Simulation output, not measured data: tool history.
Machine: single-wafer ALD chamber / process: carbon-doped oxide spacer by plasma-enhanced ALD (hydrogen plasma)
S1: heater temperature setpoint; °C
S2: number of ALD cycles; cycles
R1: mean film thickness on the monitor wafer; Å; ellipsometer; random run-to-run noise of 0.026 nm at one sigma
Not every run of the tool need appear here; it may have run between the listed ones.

run,hour,S1,S2,R1
1,0.0,390,287,130.46
2,6.4,385,287,131.10
3,13.1,381,287,130.90
4,20.3,381,254,115.55
5,25.4,371,254,115.24
6,33.2,371,237,107.89

What does the tool deliver on the next run?
7,34.1,371,236,?

For run 7 the tool returned R1 106.87 Å.
